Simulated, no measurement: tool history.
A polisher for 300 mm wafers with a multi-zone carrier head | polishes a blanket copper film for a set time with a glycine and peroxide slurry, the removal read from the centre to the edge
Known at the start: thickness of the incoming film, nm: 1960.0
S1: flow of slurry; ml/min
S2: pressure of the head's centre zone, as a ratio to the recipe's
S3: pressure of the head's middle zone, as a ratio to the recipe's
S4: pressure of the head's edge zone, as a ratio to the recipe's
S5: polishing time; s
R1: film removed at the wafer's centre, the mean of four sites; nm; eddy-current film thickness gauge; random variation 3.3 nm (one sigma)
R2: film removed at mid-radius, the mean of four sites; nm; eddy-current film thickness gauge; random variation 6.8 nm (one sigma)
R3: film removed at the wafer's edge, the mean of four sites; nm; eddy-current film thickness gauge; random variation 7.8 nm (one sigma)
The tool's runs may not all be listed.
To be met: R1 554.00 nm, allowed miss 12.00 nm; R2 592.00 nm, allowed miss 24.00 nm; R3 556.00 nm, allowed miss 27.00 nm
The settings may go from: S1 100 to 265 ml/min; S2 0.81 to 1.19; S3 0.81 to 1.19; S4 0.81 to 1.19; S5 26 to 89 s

run  hour   S1    S2    S3    S4  S5      R1      R2      R3
  1   0.0  170  1.00  1.00  1.00  57  455.56  494.99  476.49
  2   7.0  170  1.00  0.93  1.00  57  453.92  461.73  486.60
  3   9.0  170  1.00  1.01  1.00  57  453.92  490.71  476.47
  4  13.4  185  1.01  1.03  1.03  58  470.87  514.01  500.39
  5  18.2  185  0.98  1.03  1.03  58  460.38  513.45  508.90
  6  21.5  195  1.00  1.05  1.04  59  484.33  537.26  501.36
  7  27.5  200  1.01  1.05  1.06  60  502.73  550.42  519.64
  8  28.5  210  1.01  1.05  1.08  60  498.07  539.45  523.11
  9  34.8  210  1.02  1.06  1.09  61  516.94  560.40  543.53
 10  40.1  215  1.03  1.07  1.09  61  526.97  557.91  561.19
 11  47.3  220  1.03  1.08  1.07  61  524.07  579.44  540.19
     53.4  -- centre zone pressure recalibrated
 12  53.4  225  1.04  1.08  1.07  61  567.90  565.49  541.34
 13  60.5  220  1.04  1.09  1.07  61  568.39  583.58  543.55

4 next moves are on the table. One of them brings every result within its allowed miss. Which?
  A  67.6  215  1.01  1.10  1.11  62   ?   ?   ?
  B  67.6  255  1.08  1.14  1.02  59   ?   ?   ?
  C  67.6  240  1.03  1.03  1.06  63   ?   ?   ?
  D  67.6  215  1.01  1.10  1.06  64   ?   ?   ?

move      R1      R2      R3
   A  554.89  591.53  560.35
   B  578.21  590.05  525.68
   C  583.69  580.62  566.48
   D  572.79  610.64  569.12
A: meets every target
B: further off than the last run
C: further off than the last run
D: further off than the last run
Answer: A

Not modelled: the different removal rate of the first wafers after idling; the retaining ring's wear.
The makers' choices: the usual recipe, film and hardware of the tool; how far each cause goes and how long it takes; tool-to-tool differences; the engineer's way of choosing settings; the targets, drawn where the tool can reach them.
